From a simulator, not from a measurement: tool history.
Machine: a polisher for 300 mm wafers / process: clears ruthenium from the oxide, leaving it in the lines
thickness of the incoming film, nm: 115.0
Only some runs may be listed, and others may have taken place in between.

| run | hour | flow of slurry (ml/min) | pressure of the wafer on the pad (kPa) | speed of the pad under the wafer (m/s) | overpolish time after the end point (s) | time until the end point was called (s) |
|---|---|---|---|---|---|---|
| 1 | 0 | 260 | 12.4 | 0.88 | 28 | 149.7 |
| 2 | 7.9 | 260 | 12.4 | 1.06 | 28 | 128.47 |
| 3 | 16.4 | 260 | 13.1 | 1.06 | 28 | 118.76 |
| 4 | 23.8 | 220 | 13.1 | 1.06 | 28 | 122.37 |
| 5 | 26.2 | 220 | 13.1 | 1.06 | 30 | 125.17 |
| 6 | 26.7 | 225 | 13.8 | 1.06 | 30 | 115.77 |
| 7 | 35.5 | 230 | 14.5 | 1.06 | 30 | 113.44 |

Run 8, settings as shown, results not yet in. Your forecast:
| 8 | 40.4 | 230 | 15.2 | 1.06 | 30 | ? |

For run 8 the tool returned time until the end point was called (s) 106.85.

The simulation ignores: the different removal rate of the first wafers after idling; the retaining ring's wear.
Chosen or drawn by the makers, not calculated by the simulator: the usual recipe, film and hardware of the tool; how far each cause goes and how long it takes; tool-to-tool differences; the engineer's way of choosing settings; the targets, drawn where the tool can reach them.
